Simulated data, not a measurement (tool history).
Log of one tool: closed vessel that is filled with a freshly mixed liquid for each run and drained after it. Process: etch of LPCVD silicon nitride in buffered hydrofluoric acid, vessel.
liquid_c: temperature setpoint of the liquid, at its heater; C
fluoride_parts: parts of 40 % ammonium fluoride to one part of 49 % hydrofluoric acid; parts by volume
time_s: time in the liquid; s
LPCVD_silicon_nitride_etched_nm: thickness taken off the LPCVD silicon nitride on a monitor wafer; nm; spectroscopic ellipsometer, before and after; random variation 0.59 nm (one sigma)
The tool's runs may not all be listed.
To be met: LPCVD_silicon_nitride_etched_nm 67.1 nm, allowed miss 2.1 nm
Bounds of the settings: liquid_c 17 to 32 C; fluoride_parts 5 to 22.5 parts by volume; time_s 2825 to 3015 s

run,hour,liquid_c,fluoride_parts,time_s,LPCVD_silicon_nitride_etched_nm
1,0,24,13.5,2825,31.926
2,6.9,26.5,12,2830,41.436
3,13.7,26.5,14.5,2830,34.035
4,18.4,28,13,2835,41.738
5,20.1,29.5,13,2835,44.211
6,29.7,30,12,2840,50.582
7,33.8,30.5,11.5,2840,52.957
8,38.4,31,11,2840,56.925
9,47.6,31.5,10.5,2840,61.371

4 next moves are on the table. One of them brings every result within its allowed miss. Which?
A,56.8,31,10,3005,?
B,56.8,31.5,8.5,2850,?
C,56.8,30.5,8,2825,?
D,56.8,26.5,6.5,2825,?

move,LPCVD_silicon_nitride_etched_nm
A,65.936
B,72.951
C,73.297
D,73.067
A: meets every target
B: takes the result that was furthest off past its target
C: takes the result that was furthest off past its target
D: takes the result that was furthest off past its target
The right move is A.

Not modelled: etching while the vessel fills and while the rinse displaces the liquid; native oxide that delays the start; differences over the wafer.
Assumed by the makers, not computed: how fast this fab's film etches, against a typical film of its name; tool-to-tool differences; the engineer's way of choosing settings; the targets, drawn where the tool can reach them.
